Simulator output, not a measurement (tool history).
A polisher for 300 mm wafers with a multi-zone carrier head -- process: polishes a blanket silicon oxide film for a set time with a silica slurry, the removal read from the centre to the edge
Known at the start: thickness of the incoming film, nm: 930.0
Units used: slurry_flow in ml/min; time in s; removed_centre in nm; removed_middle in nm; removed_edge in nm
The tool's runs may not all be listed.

run,day,slurry_flow,centre_zone,middle_zone,edge_zone,slurry_solids,time,removed_centre,removed_middle,removed_edge
1,0,235,1,1,1,1,59,230.07,238.81,230.68
2,0.346,245,1.02,1.01,1.05,1.05,59,241.2,244.77,243
3,0.412,255,1.03,1.03,1.08,1.1,59,247.43,262.58,248.67
4,0.546,255,1.03,0.97,1.08,1.1,59,251.12,248.41,242.59
5,0.883,255,1.03,0.97,1.08,0.9,59,222.63,221.41,228.56
6,1.071,255,1.03,0.97,1.08,0.9,47,179.91,177.95,178.72
7,1.425,230,1.02,0.96,1.11,1.1,50,204.44,202.05,209.48
8,1.504,230,1.06,1.03,1.18,1.35,54,252.09,255.11,261.66

Run 9 has not been measured yet. What should we expect?
9,1.733,235,1.07,1.03,1.18,1.4,54,?,?,?

For run 9 the tool returned removed_centre 258.83 nm, removed_middle 260.83 nm, removed_edge 263.03 nm.
